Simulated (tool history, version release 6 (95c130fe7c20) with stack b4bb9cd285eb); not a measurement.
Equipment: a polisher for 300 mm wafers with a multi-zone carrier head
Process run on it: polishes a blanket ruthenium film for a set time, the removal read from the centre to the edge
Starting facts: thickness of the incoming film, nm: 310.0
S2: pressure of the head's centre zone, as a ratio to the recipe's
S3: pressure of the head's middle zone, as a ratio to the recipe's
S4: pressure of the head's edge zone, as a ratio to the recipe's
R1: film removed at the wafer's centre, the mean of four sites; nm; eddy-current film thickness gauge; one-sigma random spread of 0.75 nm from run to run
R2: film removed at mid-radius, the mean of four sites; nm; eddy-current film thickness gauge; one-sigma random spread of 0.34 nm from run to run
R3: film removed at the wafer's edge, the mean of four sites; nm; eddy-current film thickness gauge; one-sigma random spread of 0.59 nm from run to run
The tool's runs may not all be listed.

Run 1, hour 0.0: flow of slurry (ml/min) 250, S2 1.00, S3 1.00, S4 1.00, polishing time (s) 79. Result: R1 59.983 nm, R2 58.900 nm, R3 58.673 nm.
Run 2, hour 3.9: flow of slurry (ml/min) 245, S2 0.99, S3 0.99, S4 1.01, polishing time (s) 79. Result: R1 58.590 nm, R2 58.225 nm, R3 58.814 nm.
Run 3, hour 10.2: flow of slurry (ml/min) 245, S2 0.99, S3 0.99, S4 0.93, polishing time (s) 79. Result: R1 58.739 nm, R2 58.696 nm, R3 57.144 nm.
Run 4, hour 18.4: flow of slurry (ml/min) 245, S2 0.99, S3 0.99, S4 0.85, polishing time (s) 79. Result: R1 58.968 nm, R2 58.324 nm, R3 54.969 nm.
Run 5, hour 26.1: flow of slurry (ml/min) 210, S2 0.99, S3 0.99, S4 0.85, polishing time (s) 79. Result: R1 58.172 nm, R2 57.560 nm, R3 53.044 nm.
Run 6, hour 34.9: flow of slurry (ml/min) 210, S2 0.99, S3 0.99, S4 0.81, polishing time (s) 79. Result: R1 57.260 nm, R2 56.502 nm, R3 53.204 nm.
Run 7, hour 36.5: flow of slurry (ml/min) 210, S2 0.98, S3 0.97, S4 0.84, polishing time (s) 80. Result: R1 56.546 nm, R2 57.288 nm, R3 53.173 nm.
Run 8, hour 42.0: flow of slurry (ml/min) 220, S2 0.98, S3 0.95, S4 0.88, polishing time (s) 80. Result: R1 58.118 nm, R2 56.234 nm, R3 55.584 nm.
Run 9, hour 43.6: flow of slurry (ml/min) 220, S2 0.97, S3 0.94, S4 0.89, polishing time (s) 80. Result: R1 58.602 nm, R2 56.499 nm, R3 56.111 nm.
Run 10, hour 51.2: flow of slurry (ml/min) 220, S2 0.96, S3 0.93, S4 0.91, polishing time (s) 80. Result: R1 56.809 nm, R2 55.506 nm, R3 56.841 nm.
Run 11, hour 59.5: flow of slurry (ml/min) 220, S2 0.95, S3 0.92, S4 0.92, polishing time (s) 80. Result: R1 56.759 nm, R2 54.522 nm, R3 56.745 nm.
Run 12, hour 67.9: flow of slurry (ml/min) 220, S2 0.94, S3 0.91, S4 0.93, polishing time (s) 80. Result: R1 56.674 nm, R2 54.199 nm, R3 57.961 nm.
Run 13, hour 72.3: flow of slurry (ml/min) 220, S2 0.93, S3 0.91, S4 0.93, polishing time (s) 80. Result: R1 54.620 nm, R2 54.797 nm, R3 57.815 nm.
Run 14, hour 73.0: flow of slurry (ml/min) 220, S2 0.93, S3 0.90, S4 0.94, polishing time (s) 80. Result: R1 54.627 nm, R2 54.436 nm, R3 58.037 nm.
Run 15, hour 78.3: flow of slurry (ml/min) 220, S2 0.93, S3 0.90, S4 0.94, polishing time (s) 80. Result: R1 54.682 nm, R2 53.995 nm, R3 58.171 nm.
Run 16, hour 83.5: flow of slurry (ml/min) 220, S2 0.93, S3 0.90, S4 0.94, polishing time (s) 80. Result: R1 54.400 nm, R2 54.111 nm, R3 56.654 nm.

The next listed run, before its measurement:
Run 17, hour 85.9: flow of slurry (ml/min) 220, S2 0.93, S3 0.89, S4 0.95, polishing time (s) 80. Result: R1 ?, R2 ?, R3 ?.

Logged for run 17: R1 55.177 nm, R2 53.284 nm, R3 57.426 nm.
